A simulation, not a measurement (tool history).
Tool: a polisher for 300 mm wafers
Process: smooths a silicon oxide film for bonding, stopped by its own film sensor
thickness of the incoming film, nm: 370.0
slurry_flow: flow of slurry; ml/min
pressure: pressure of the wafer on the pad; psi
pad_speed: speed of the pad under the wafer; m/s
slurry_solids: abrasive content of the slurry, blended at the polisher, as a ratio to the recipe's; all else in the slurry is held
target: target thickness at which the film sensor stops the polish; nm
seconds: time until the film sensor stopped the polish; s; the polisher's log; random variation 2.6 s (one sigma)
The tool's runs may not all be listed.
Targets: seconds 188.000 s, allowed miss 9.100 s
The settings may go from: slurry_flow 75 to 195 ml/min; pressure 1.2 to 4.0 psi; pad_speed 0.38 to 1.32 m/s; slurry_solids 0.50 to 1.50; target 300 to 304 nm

run 1 hour=0.0 | slurry_flow=125 pressure=2.6 pad_speed=0.84 slurry_solids=1.00 target=304 | seconds=91.598
run 2 hour=6.4 | slurry_flow=125 pressure=2.4 pad_speed=0.82 slurry_solids=1.00 target=304 | seconds=99.065
run 3 hour=13.5 | slurry_flow=125 pressure=2.4 pad_speed=0.72 slurry_solids=1.00 target=304 | seconds=109.630
run 4 hour=18.4 | slurry_flow=125 pressure=2.2 pad_speed=0.70 slurry_solids=1.00 target=304 | seconds=119.840
run 5 hour=22.3 | slurry_flow=155 pressure=2.2 pad_speed=0.70 slurry_solids=1.00 target=304 | seconds=118.790
run 6 hour=31.0 | slurry_flow=125 pressure=2.2 pad_speed=0.70 slurry_solids=1.00 target=304 | seconds=122.700
run 7 hour=32.8 | slurry_flow=125 pressure=2.1 pad_speed=0.70 slurry_solids=1.00 target=304 | seconds=128.010
run 8 hour=41.2 | slurry_flow=125 pressure=2.0 pad_speed=0.70 slurry_solids=1.00 target=304 | seconds=131.400
run 9 hour=49.0 | slurry_flow=115 pressure=1.3 pad_speed=0.64 slurry_solids=1.00 target=304 | seconds=222.190
run 10 hour=57.1 | slurry_flow=120 pressure=1.3 pad_speed=0.64 slurry_solids=1.00 target=304 | seconds=215.810
run 11 hour=58.0 | slurry_flow=130 pressure=1.4 pad_speed=0.64 slurry_solids=1.00 target=304 | seconds=200.310

Which of these 4 next moves meets every target?
run A hour=58.9 | slurry_flow=130 pressure=1.6 pad_speed=0.60 slurry_solids=0.95 target=304 | seconds=?
run B hour=58.9 | slurry_flow=140 pressure=1.4 pad_speed=0.56 slurry_solids=1.05 target=302 | seconds=?
run C hour=58.9 | slurry_flow=75 pressure=1.2 pad_speed=0.80 slurry_solids=1.00 target=304 | seconds=?
run D hour=58.9 | slurry_flow=105 pressure=1.7 pad_speed=0.48 slurry_solids=1.10 target=303 | seconds=?

move=A seconds=192.400
move=B seconds=224.720
move=C seconds=216.000
move=D seconds=213.860
A: meets every target
B: further off than the last run
C: further off than the last run
D: further off than the last run
Answer: A
